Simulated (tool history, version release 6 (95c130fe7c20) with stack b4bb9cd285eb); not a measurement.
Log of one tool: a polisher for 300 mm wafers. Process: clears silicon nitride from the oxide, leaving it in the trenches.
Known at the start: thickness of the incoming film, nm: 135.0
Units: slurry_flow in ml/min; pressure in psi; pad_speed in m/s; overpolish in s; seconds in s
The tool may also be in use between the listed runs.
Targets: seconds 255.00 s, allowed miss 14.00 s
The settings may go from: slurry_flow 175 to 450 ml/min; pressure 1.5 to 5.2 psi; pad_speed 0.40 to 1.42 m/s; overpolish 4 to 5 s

run  hour  slurry_flow  pressure  pad_speed  overpolish  seconds
  1   0.0          290       3.3       0.90           5   156.31
  2   4.9          290       3.3       0.90           4   154.07
  3   8.4          290       3.3       0.90           5   157.82
  4  11.5          290       2.9       0.88           5   176.46
  5  18.4          290       2.9       0.96           5   163.81
  6  21.7          245       2.9       0.96           5   170.75
  7  25.8          240       2.6       0.94           5   188.35
  8  32.4          240       2.3       0.94           5   217.07
  9  36.8          240       2.2       0.94           5   222.58
 10  39.2          240       2.1       0.94           5   228.15

5 next moves are on the table. One of them brings every result within its allowed miss. Which?
  A  41.6          240       2.6       0.74           4        ?
  B  41.6          290       2.3       1.00           5        ?
  C  41.6          290       2.4       0.84           5        ?
  D  41.6          260       2.1       0.86           5        ?
  E  41.6          195       2.5       0.84           5        ?

move  seconds
   A   234.44
   B   198.61
   C   223.00
   D   250.22
   E   221.62
A: nearer than the last run, and not there yet
B: further off than the last run
C: further off than the last run
D: meets every target
E: further off than the last run
Answer: D
